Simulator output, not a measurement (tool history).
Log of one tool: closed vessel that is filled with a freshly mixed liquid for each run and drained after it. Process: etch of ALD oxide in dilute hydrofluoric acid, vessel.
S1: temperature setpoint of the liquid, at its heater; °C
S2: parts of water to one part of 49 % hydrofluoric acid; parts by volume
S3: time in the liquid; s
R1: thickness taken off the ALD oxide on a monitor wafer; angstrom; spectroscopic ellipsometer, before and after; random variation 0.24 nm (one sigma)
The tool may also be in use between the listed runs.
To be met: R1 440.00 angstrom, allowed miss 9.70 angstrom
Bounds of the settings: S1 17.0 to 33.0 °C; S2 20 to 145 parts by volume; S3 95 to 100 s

run  hour    S1  S2   S3      R1
  1   0.0  25.0  80   95  237.66
  2   6.6  27.0  75   95  276.50
  3   9.8  27.0  65   95  323.52
  4  18.7  27.0  65   95  326.26
  5  27.7  28.5  65   95  343.20
  6  34.0  28.5  65  100  359.88
  7  42.1  29.5  65  100  377.71
  8  50.4  30.5  65  100  391.44
  9  56.4  31.0  65  100  397.30
 10  59.7  31.5  65  100  409.61
 11  61.2  32.0  65  100  414.99
 12  62.4  32.5  65  100  420.32

4 next moves are on the table. One of them brings every result within its allowed miss. Which?
  A  63.6  32.5  60  100   ?
  B  63.6  33.0  65   95   ?
  C  63.6  31.0  60  100   ?
  D  63.6  33.0  60  100   ?

move      R1
   A  461.65
   B  409.27
   C  435.87
   D  470.51
A: takes the result that was furthest off past its target
B: further off than the last run
C: meets every target
D: takes the result that was furthest off past its target
Answer: C
